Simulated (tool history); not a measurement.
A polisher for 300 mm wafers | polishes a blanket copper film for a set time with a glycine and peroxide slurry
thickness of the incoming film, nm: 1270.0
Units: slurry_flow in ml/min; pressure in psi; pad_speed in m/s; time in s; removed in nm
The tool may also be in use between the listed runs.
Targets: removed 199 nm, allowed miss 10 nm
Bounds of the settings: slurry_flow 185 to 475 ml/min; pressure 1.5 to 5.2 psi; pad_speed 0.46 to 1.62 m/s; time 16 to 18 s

{"run": 1, "hour": 0.0, "slurry_flow": 305, "pressure": 3.3, "pad_speed": 1.04, "time": 18, "removed": 135.11}
{"run": 2, "hour": 4.9, "slurry_flow": 345, "pressure": 3.3, "pad_speed": 1.04, "time": 18, "removed": 140.34}
{"run": 3, "hour": 5.8, "slurry_flow": 350, "pressure": 3.6, "pad_speed": 1.06, "time": 18, "removed": 152.21}
{"run": 4, "hour": 9.6, "slurry_flow": 350, "pressure": 3.6, "pad_speed": 1.06, "time": 16, "removed": 133.4}
{"run": 5, "hour": 16.9, "slurry_flow": 350, "pressure": 3.9, "pad_speed": 1.1, "time": 16, "removed": 142.9}
{"run": 6, "hour": 21.4, "slurry_flow": 405, "pressure": 3.9, "pad_speed": 1.1, "time": 16, "removed": 148.39}
{"run": 7, "hour": 29.4, "slurry_flow": 405, "pressure": 4.2, "pad_speed": 1.14, "time": 16, "removed": 166.63}
{"run": 8, "hour": 33.3, "slurry_flow": 405, "pressure": 4.4, "pad_speed": 1.14, "time": 16, "removed": 162.62}
{"run": 9, "hour": 35.7, "slurry_flow": 405, "pressure": 4.5, "pad_speed": 1.18, "time": 16, "removed": 170.67}
{"run": 10, "hour": 42.4, "slurry_flow": 405, "pressure": 4.6, "pad_speed": 1.2, "time": 16, "removed": 175.61}
{"run": 11, "hour": 49.9, "slurry_flow": 405, "pressure": 4.7, "pad_speed": 1.22, "time": 16, "removed": 180.37}

Which of these 4 next moves meets every target?
{"run": "A", "hour": 57.4, "slurry_flow": 385, "pressure": 5, "pad_speed": 0.98, "time": 16, "removed": "?"}
{"run": "B", "hour": 57.4, "slurry_flow": 410, "pressure": 4.7, "pad_speed": 1.1, "time": 16, "removed": "?"}
{"run": "C", "hour": 57.4, "slurry_flow": 405, "pressure": 4.7, "pad_speed": 1.18, "time": 18, "removed": "?"}
{"run": "D", "hour": 57.4, "slurry_flow": 320, "pressure": 4, "pad_speed": 1.24, "time": 16, "removed": "?"}

move=A removed=159.81
move=B removed=170.12
move=C removed=203.59
move=D removed=165.57
A: further off than the last run
B: further off than the last run
C: meets every target
D: further off than the last run
Move C is the one to make.
